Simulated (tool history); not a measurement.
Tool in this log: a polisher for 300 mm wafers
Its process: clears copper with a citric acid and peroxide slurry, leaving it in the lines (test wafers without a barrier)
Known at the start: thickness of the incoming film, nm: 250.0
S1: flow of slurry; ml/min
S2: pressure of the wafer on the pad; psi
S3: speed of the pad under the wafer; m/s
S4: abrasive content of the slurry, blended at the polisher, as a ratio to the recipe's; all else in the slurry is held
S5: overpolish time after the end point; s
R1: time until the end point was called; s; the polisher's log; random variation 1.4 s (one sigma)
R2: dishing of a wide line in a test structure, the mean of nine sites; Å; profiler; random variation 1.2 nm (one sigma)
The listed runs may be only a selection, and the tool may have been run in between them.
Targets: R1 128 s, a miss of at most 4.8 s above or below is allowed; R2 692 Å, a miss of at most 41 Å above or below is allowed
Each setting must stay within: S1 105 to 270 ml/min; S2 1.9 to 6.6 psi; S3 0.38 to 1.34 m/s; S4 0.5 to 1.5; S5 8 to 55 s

Run 1, hour 0: S1 175 ml/min, S2 4.2 psi, S3 0.86 m/s, S4 1, S5 28 s. Result: R1 139.19 s, R2 398.94 Å.
Run 2, hour 5.6: S1 175 ml/min, S2 5.3 psi, S3 0.86 m/s, S4 1, S5 28 s. Result: R1 115.43 s, R2 471.55 Å.
Run 3, hour 8.1: S1 170 ml/min, S2 5.2 psi, S3 0.86 m/s, S4 1, S5 32 s. Result: R1 118.95 s, R2 538.7 Å.
Run 4, hour 15.7: S1 165 ml/min, S2 5.2 psi, S3 0.86 m/s, S4 1, S5 34 s. Result: R1 116.39 s, R2 539.96 Å.
Run 5, hour 24.1: S1 165 ml/min, S2 5.2 psi, S3 0.98 m/s, S4 1, S5 34 s. Result: R1 105.82 s, R2 611.09 Å.
Run 6, hour 30: S1 130 ml/min, S2 5.2 psi, S3 0.98 m/s, S4 1, S5 34 s. Result: R1 109.8 s, R2 582.23 Å.
Run 7, hour 34.1: S1 125 ml/min, S2 5 psi, S3 0.98 m/s, S4 1, S5 37 s. Result: R1 113.07 s, R2 605.33 Å.
Run 8, hour 36.2: S1 125 ml/min, S2 4.8 psi, S3 0.98 m/s, S4 1, S5 39 s. Result: R1 117.28 s, R2 597.91 Å.
Run 9, hour 41.5: S1 125 ml/min, S2 4.7 psi, S3 0.98 m/s, S4 1, S5 42 s. Result: R1 119.36 s, R2 643.12 Å.
At hour 45.1: worn pad replaced by a new one.
Run 10, hour 45.1: S1 125 ml/min, S2 4.6 psi, S3 0.98 m/s, S4 1, S5 43 s. Result: R1 107.86 s, R2 709.48 Å.
Run 11, hour 53.6: S1 120 ml/min, S2 4.3 psi, S3 0.96 m/s, S4 1, S5 45 s. Result: R1 117.54 s, R2 672.71 Å.
Run 12, hour 60.3: S1 115 ml/min, S2 4.1 psi, S3 0.96 m/s, S4 1, S5 47 s. Result: R1 120.32 s, R2 649.59 Å.

Pick the move, out of 4, that brings all results within their allowed miss; only one does.
Run A, hour 67: S1 145 ml/min, S2 4.5 psi, S3 0.92 m/s, S4 0.95, S5 49 s. Result: R1 ?, R2 ?.
Run B, hour 67: S1 110 ml/min, S2 4.2 psi, S3 0.86 m/s, S4 1, S5 43 s. Result: R1 ?, R2 ?.
Run C, hour 67: S1 125 ml/min, S2 3.7 psi, S3 1.14 m/s, S4 1.2, S5 41 s. Result: R1 ?, R2 ?.
Run D, hour 67: S1 130 ml/min, S2 4.3 psi, S3 0.88 m/s, S4 0.9, S5 50 s. Result: R1 ?, R2 ?.

move      R1      R2
   A  112.03  751.63
   B  130.21  603.57
   C  105.12  681.25
   D  124.55  703.18
A: its largest miss is bigger than the last run's
B: the furthest-off result lands on target, but another misses its tolerance
C: its largest miss is bigger than the last run's
D: every result lands within tolerance
Answer: D
